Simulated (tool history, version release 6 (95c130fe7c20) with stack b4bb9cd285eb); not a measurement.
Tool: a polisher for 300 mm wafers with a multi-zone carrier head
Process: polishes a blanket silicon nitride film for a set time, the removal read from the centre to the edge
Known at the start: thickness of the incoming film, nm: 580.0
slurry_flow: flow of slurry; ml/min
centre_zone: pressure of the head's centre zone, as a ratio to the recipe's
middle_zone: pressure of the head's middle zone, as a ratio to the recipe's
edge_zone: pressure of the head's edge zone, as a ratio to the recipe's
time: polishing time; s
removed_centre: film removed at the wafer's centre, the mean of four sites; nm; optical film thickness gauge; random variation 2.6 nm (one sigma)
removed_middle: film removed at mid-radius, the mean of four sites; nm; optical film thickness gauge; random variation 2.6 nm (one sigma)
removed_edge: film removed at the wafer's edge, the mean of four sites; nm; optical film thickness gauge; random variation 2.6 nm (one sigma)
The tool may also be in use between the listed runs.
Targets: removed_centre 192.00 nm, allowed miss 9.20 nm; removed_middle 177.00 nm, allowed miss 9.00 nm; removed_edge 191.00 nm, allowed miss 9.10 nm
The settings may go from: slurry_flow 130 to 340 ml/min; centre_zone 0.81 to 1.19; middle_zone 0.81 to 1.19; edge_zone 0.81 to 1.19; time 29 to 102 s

{"run": 1, "hour": 0.0, "slurry_flow": 220, "centre_zone": 1.0, "middle_zone": 1.0, "edge_zone": 1.0, "time": 65, "removed_centre": 146.09, "removed_middle": 144.09, "removed_edge": 147.75}
{"run": 2, "hour": 7.8, "slurry_flow": 220, "centre_zone": 1.0, "middle_zone": 0.96, "edge_zone": 1.0, "time": 65, "removed_centre": 143.32, "removed_middle": 142.01, "removed_edge": 146.61}
{"run": 3, "hour": 8.5, "slurry_flow": 270, "centre_zone": 1.0, "middle_zone": 0.96, "edge_zone": 1.0, "time": 65, "removed_centre": 144.21, "removed_middle": 146.45, "removed_edge": 148.05}
{"run": 4, "hour": 17.2, "slurry_flow": 265, "centre_zone": 1.02, "middle_zone": 0.96, "edge_zone": 1.02, "time": 68, "removed_centre": 153.92, "removed_middle": 146.7, "removed_edge": 158.86}
{"run": 5, "hour": 22.0, "slurry_flow": 265, "centre_zone": 1.03, "middle_zone": 0.98, "edge_zone": 1.02, "time": 71, "removed_centre": 165.14, "removed_middle": 156.68, "removed_edge": 165.68}
{"run": 6, "hour": 23.8, "slurry_flow": 265, "centre_zone": 1.03, "middle_zone": 1.0, "edge_zone": 1.03, "time": 73, "removed_centre": 172.41, "removed_middle": 165.15, "removed_edge": 169.35}
{"run": 7, "hour": 28.8, "slurry_flow": 265, "centre_zone": 1.03, "middle_zone": 1.0, "edge_zone": 1.04, "time": 75, "removed_centre": 177.98, "removed_middle": 168.43, "removed_edge": 174.6}
{"run": 8, "hour": 32.4, "slurry_flow": 265, "centre_zone": 1.03, "middle_zone": 1.0, "edge_zone": 1.05, "time": 76, "removed_centre": 179.11, "removed_middle": 170.51, "removed_edge": 180.59}
{"run": 9, "hour": 36.7, "slurry_flow": 265, "centre_zone": 1.04, "middle_zone": 1.0, "edge_zone": 1.06, "time": 77, "removed_centre": 184.1, "removed_middle": 170.71, "removed_edge": 180.85}

5 next moves are on the table. One of them brings every result within its allowed miss. Which?
{"run": "A", "hour": 41.0, "slurry_flow": 290, "centre_zone": 1.05, "middle_zone": 1.09, "edge_zone": 1.1, "time": 73, "removed_centre": "?", "removed_middle": "?", "removed_edge": "?"}
{"run": "B", "hour": 41.0, "slurry_flow": 230, "centre_zone": 1.07, "middle_zone": 1.0, "edge_zone": 1.11, "time": 80, "removed_centre": "?", "removed_middle": "?", "removed_edge": "?"}
{"run": "C", "hour": 41.0, "slurry_flow": 225, "centre_zone": 1.01, "middle_zone": 0.85, "edge_zone": 1.19, "time": 78, "removed_centre": "?", "removed_middle": "?", "removed_edge": "?"}
{"run": "D", "hour": 41.0, "slurry_flow": 220, "centre_zone": 0.89, "middle_zone": 0.91, "edge_zone": 1.03, "time": 84, "removed_centre": "?", "removed_middle": "?", "removed_edge": "?"}
{"run": "E", "hour": 41.0, "slurry_flow": 320, "centre_zone": 0.83, "middle_zone": 0.82, "edge_zone": 1.17, "time": 87, "removed_centre": "?", "removed_middle": "?", "removed_edge": "?"}

move=A removed_centre=176.19 removed_middle=174.91 removed_edge=176.07
move=B removed_centre=191.53 removed_middle=176.58 removed_edge=190.55
move=C removed_centre=175.56 removed_middle=154.70 removed_edge=192.52
move=D removed_centre=166.00 removed_middle=173.65 removed_edge=192.19
move=E removed_centre=167.05 removed_middle=175.01 removed_edge=218.68
A: further off than the last run
B: meets every target
C: brings the result that was furthest off to its target, and leaves another outside
D: brings the result that was furthest off to its target, and leaves another outside
E: takes the result that was furthest off past its target
Answer: B

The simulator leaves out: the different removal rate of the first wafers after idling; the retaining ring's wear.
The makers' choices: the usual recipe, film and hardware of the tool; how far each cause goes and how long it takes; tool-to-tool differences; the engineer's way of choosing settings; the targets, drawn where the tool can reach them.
